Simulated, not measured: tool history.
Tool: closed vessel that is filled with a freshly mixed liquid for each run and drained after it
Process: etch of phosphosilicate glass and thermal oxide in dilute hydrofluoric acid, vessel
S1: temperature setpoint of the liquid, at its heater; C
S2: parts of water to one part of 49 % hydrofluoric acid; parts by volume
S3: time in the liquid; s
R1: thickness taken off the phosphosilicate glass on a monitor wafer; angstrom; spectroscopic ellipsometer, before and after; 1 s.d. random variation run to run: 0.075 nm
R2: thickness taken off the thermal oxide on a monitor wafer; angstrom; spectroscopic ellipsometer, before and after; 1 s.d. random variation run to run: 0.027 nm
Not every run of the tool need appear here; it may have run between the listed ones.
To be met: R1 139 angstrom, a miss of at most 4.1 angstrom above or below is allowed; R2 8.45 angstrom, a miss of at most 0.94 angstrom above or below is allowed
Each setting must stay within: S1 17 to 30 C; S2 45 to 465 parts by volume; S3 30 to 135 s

run  hour    S1   S2  S3      R1      R2
  1     0    22  255  70  169.92  10.511
  2   4.7    21  255  70  163.82  9.8439
  3  12.7    24  255  70  181.95  11.683
  4  15.3    23  260  70  172.83  10.629
  5  19.2    23  260  85  211.08  12.795
  6  21.8  22.5  270  85  196.98  11.527
  7  25.1  22.5  280  85   186.2  11.296
  8  28.5    22  285  85  178.91  10.818
  9  35.6  21.5  290  85  172.09  10.477
 10  43.2  21.5  290  85  172.29  10.233
 11  48.1    21  295  85  164.84  10.485
 12  51.6  20.5  295  85  162.26  9.8222
 13  55.6  20.5  295  85  162.69  9.7681
 14  57.5  20.5  295  85  160.97  9.1108
 15  61.9  20.5  300  85  158.02  10.087
 16  62.6    20  300  85   157.6  9.4805

Which one of the following 5 next-run settings gets every result inside its allowed miss? There is exactly one.
  A  63.3    20  300  100   ?   ?
  B  63.3    17  305  105   ?   ?
  C  63.3  25.5  330   70   ?   ?
  D  63.3    17  225   75   ?   ?
  E  63.3    20  255   75   ?   ?

move      R1      R2
   A  184.71  10.929
   B  169.92  10.054
   C  138.54  8.1973
   D  176.25  10.429
   E   169.8  10.047
A: further off than the last run
B: further off than the last run
C: all results in spec
D: further off than the last run
E: further off than the last run
Move C is the one to make.

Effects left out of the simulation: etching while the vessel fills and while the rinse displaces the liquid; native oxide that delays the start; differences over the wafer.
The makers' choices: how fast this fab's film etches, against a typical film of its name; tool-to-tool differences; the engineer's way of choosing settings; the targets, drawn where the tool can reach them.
